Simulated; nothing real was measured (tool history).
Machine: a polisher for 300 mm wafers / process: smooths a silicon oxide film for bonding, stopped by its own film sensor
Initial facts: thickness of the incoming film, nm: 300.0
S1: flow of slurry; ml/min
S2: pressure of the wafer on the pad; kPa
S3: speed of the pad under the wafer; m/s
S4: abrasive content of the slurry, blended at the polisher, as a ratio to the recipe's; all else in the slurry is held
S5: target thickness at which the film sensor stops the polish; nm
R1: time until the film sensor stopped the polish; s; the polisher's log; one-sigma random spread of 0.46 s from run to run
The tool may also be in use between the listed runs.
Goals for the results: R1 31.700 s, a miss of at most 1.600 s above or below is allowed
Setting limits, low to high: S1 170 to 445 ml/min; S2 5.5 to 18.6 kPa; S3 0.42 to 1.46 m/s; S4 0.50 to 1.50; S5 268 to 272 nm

Run 1, hour 0.0: S1 285 ml/min, S2 11.7 kPa, S3 0.94 m/s, S4 1.00, S5 268 nm. Result: R1 48.167 s.
Run 2, hour 2.0: S1 285 ml/min, S2 11.7 kPa, S3 0.94 m/s, S4 1.00, S5 272 nm. Result: R1 41.577 s.
Run 3, hour 5.3: S1 285 ml/min, S2 12.4 kPa, S3 0.94 m/s, S4 1.00, S5 272 nm. Result: R1 40.241 s.
Run 4, hour 8.4: S1 245 ml/min, S2 12.4 kPa, S3 0.94 m/s, S4 1.00, S5 272 nm. Result: R1 41.811 s.
Run 5, hour 12.8: S1 245 ml/min, S2 9.7 kPa, S3 0.94 m/s, S4 1.00, S5 272 nm. Result: R1 51.129 s.
Run 6, hour 17.4: S1 245 ml/min, S2 8.3 kPa, S3 0.94 m/s, S4 1.00, S5 272 nm. Result: R1 55.661 s.
Run 7, hour 19.7: S1 245 ml/min, S2 11.7 kPa, S3 1.04 m/s, S4 1.00, S5 272 nm. Result: R1 39.500 s.
Run 8, hour 21.8: S1 245 ml/min, S2 12.4 kPa, S3 1.04 m/s, S4 1.00, S5 272 nm. Result: R1 37.740 s.
Run 9, hour 29.8: S1 255 ml/min, S2 13.8 kPa, S3 1.04 m/s, S4 1.00, S5 272 nm. Result: R1 34.055 s.

Next run, 4 choices. One meets every target within its allowed miss, the rest don't. Which?
Run A, hour 37.8: S1 290 ml/min, S2 13.8 kPa, S3 1.00 m/s, S4 1.00, S5 272 nm. Result: R1 ?.
Run B, hour 37.8: S1 235 ml/min, S2 14.5 kPa, S3 0.98 m/s, S4 0.95, S5 272 nm. Result: R1 ?.
Run C, hour 37.8: S1 250 ml/min, S2 15.2 kPa, S3 1.10 m/s, S4 0.90, S5 270 nm. Result: R1 ?.
Run D, hour 37.8: S1 300 ml/min, S2 13.8 kPa, S3 1.04 m/s, S4 1.15, S5 272 nm. Result: R1 ?.

move      R1
   A  35.138
   B  35.955
   C  34.367
   D  31.944
A: misses by more than the last run did
B: misses by more than the last run did
C: misses by more than the last run did
D: all results land within tolerance of their targets
The right move is D.

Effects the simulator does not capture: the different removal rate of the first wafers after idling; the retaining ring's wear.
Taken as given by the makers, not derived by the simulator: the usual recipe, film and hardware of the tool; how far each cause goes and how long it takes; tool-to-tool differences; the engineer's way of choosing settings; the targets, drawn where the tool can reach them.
